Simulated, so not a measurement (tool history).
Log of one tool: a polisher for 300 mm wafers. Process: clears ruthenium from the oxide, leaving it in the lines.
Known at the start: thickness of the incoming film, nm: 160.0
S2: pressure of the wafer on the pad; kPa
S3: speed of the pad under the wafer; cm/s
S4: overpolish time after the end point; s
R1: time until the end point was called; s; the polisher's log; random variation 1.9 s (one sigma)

run 1 hour=0.0 | flow_of_slurry_(ml/min)=170 S2=15.9 S3=88 S4=24 | R1=197.19
run 2 hour=3.3 | flow_of_slurry_(ml/min)=170 S2=15.9 S3=88 S4=26 | R1=199.04
run 3 hour=9.2 | flow_of_slurry_(ml/min)=195 S2=15.9 S3=88 S4=26 | R1=194.79
run 4 hour=15.7 | flow_of_slurry_(ml/min)=195 S2=17.2 S3=88 S4=26 | R1=175.99
run 5 hour=19.6 | flow_of_slurry_(ml/min)=195 S2=19.3 S3=88 S4=26 | R1=156.27
run 6 hour=24.7 | flow_of_slurry_(ml/min)=195 S2=20.0 S3=88 S4=26 | R1=154.30
run 7 hour=31.8 | flow_of_slurry_(ml/min)=195 S2=20.7 S3=88 S4=26 | R1=149.95
run 8 hour=36.5 | flow_of_slurry_(ml/min)=195 S2=21.4 S3=88 S4=26 | R1=145.48
run 9 hour=39.9 | flow_of_slurry_(ml/min)=200 S2=22.1 S3=88 S4=26 | R1=135.55
run 10 hour=48.1 | flow_of_slurry_(ml/min)=200 S2=22.8 S3=88 S4=26 | R1=137.12

The next listed run, before its measurement:
run 11 hour=49.5 | flow_of_slurry_(ml/min)=200 S2=23.4 S3=88 S4=26 | R1=?

Run 11 gave R1 130.15 s.

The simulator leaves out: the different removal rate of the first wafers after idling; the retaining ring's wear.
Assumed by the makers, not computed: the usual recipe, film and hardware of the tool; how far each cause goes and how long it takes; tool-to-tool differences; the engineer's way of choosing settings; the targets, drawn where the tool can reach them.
